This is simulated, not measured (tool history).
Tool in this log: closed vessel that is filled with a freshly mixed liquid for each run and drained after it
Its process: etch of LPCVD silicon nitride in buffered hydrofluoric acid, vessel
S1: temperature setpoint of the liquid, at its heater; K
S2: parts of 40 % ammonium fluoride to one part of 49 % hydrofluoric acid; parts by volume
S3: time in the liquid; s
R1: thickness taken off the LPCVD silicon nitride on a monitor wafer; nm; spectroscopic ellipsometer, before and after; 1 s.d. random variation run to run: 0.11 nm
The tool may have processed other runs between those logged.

run  hour      S1    S2    S3      R1
  1   0.0  294.15  10.0  2140  23.962
  2   5.6  296.15  10.0  2140  26.749
  3  14.6  296.15   8.0  2140  34.107
  4  17.7  296.15   8.0  2140  34.063
  5  23.4  296.15   8.0  2140  33.898
  6  27.3  296.15   8.0  2140  33.969
  7  31.5  294.65   9.5  2140  25.572
  8  34.1  293.15  10.0  2140  22.901
  9  42.0  292.15  11.0  2140  19.950
 10  46.3  291.65  11.5  2140  18.550
 11  48.2  291.65  11.5  2140  18.658

What does the tool deliver on the next run?
 12  49.9  291.15  12.0  2140   ?

{"run 12": {"R1": 17.596}}
